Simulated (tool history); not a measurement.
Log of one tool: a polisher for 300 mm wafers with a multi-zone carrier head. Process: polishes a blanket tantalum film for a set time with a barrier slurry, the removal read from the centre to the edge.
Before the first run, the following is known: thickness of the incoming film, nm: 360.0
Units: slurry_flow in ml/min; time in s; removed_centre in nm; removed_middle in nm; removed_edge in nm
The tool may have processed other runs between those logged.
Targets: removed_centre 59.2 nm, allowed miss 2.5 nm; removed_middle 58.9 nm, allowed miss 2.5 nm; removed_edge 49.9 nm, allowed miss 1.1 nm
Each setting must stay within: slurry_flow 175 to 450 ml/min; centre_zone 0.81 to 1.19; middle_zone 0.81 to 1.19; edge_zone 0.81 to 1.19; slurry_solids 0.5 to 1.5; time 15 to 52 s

run,day,slurry_flow,centre_zone,middle_zone,edge_zone,slurry_solids,time,removed_centre,removed_middle,removed_edge
1,0,290,1,1,1,1,33,64.766,66.402,66.033
2,0.092,290,1,1,1,0.85,33,61.908,62.583,61.995
3,0.262,290,1.01,1.01,0.98,0.8,33,61.695,59.621,59.254
4,0.4,335,1.01,1.01,0.98,0.8,33,61.702,61.596,59.562
5,0.679,335,1.01,1.01,0.98,0.7,33,57.786,56.782,56.909
6,0.75,335,1.01,1.02,0.96,0.7,33,58.186,58.234,56.725
7,0.838,310,1.09,1.07,0.86,0.5,33,51.081,49.486,43.298
8,1.192,315,1.1,1.08,0.87,0.5,33,51.735,50.311,43.188
9,1.554,320,1.1,1.09,0.88,0.5,33,52.077,50.46,43.692
10,1.667,325,1.1,1.1,0.89,0.5,33,52.268,50.101,43.996
11,1.929,325,1.1,1.11,0.89,0.55,33,55.039,54.52,47.12
12,2.05,335,1.1,1.11,0.89,0.55,33,55.32,54.673,47.208
13,2.317,365,1.14,1.17,0.96,0.65,33,64.704,64.264,53.725
14,2.504,355,1.14,1.17,0.96,0.65,33,63.769,62.145,53.929
15,2.721,350,1.14,1.17,0.95,0.65,33,63.181,61.988,53.753
16,2.833,345,1.14,1.17,0.94,0.65,33,64.079,62.296,53.83
17,3.146,345,1.13,1.16,0.93,0.65,33,63.734,61.848,53.336
18,3.458,300,1.07,1.13,0.85,0.6,33,55.555,58.139,48.343
19,3.496,305,1.08,1.13,0.86,0.6,33,56.525,57.43,48.288
20,3.588,325,1.1,1.15,0.91,0.65,33,60.327,61.957,52.231

Exactly one of the 5 candidate moves below puts every result within its allowed miss. Which one?
A,3.679,370,1.05,1.19,0.88,0.55,34,?,?,?
B,3.679,260,1.12,1.17,0.89,0.65,32,?,?,?
C,3.679,305,1.09,1.11,0.94,0.65,29,?,?,?
D,3.679,315,1.19,1.14,0.92,0.6,31,?,?,?
E,3.679,390,1.14,1.07,0.96,0.7,29,?,?,?

move,removed_centre,removed_middle,removed_edge
A,53.288,59.082,48.882
B,57.05,58.704,49.851
C,51.168,51.981,46.917
D,57.306,54.298,47.55
E,56.861,53.64,50.027
A: brings the result that was furthest off to its target, and leaves another outside
B: meets every target
C: the result that was furthest off in the last run now lies on the other side of its target
D: the result that was furthest off in the last run now lies on the other side of its target
E: brings the result that was furthest off to its target, and leaves another outside
The right move is B.
